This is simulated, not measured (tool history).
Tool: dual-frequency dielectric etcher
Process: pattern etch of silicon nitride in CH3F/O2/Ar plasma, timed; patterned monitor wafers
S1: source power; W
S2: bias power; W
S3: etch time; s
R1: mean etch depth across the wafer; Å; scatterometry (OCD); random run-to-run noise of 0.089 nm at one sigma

run	hour	S1	S2	S3	R1
1	0.0	370	62	39.5	262.11
2	3.1	370	69	39.5	269.46
3	4.8	370	80	39.5	282.70
4	5.6	370	80	41.0	293.37
5	14.3	370	80	39.5	280.28
# hour 18.7: wet clean of the chamber
6	18.7	370	73	39.5	259.38

Estimate the outcome of run 7 from the log above:
7	23.8	330	69	39.5	?

Run 7 came out at R1 244.30 Å.
